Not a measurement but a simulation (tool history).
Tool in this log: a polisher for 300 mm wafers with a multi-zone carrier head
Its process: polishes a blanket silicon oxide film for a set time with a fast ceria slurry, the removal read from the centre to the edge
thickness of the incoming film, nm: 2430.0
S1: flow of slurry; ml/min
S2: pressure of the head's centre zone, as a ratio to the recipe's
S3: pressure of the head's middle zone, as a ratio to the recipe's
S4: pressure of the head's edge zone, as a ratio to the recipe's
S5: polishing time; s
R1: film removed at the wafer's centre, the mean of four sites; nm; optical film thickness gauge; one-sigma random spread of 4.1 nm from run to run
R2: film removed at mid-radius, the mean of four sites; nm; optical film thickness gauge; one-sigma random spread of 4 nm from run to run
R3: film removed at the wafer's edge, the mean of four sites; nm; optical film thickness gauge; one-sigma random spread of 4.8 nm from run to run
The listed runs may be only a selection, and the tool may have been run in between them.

run	day	S1	S2	S3	S4	S5	R1	R2	R3
1	0.000	235	1.00	1.00	1.00	71	803.26	817.16	804.29
2	0.350	235	1.00	1.00	1.00	65	717.95	747.29	737.07
3	0.721	230	0.99	0.98	0.95	60	670.86	669.66	664.99
4	0.746	225	0.95	0.98	0.91	57	612.37	638.81	622.23
5	1.092	215	0.93	0.97	0.88	55	571.78	608.69	592.49
6	1.133	215	0.93	0.97	0.84	55	564.67	611.87	577.08
7	1.338	180	0.92	0.91	0.81	51	509.06	520.75	521.63
8	1.388	190	0.92	0.92	0.81	51	514.33	531.43	512.31

Forecast run 9:
9	1.504	200	0.92	0.92	0.82	51	?	?	?

{"run 9": {"R1": 510.13, "R2": 533.46, "R3": 527.59}}
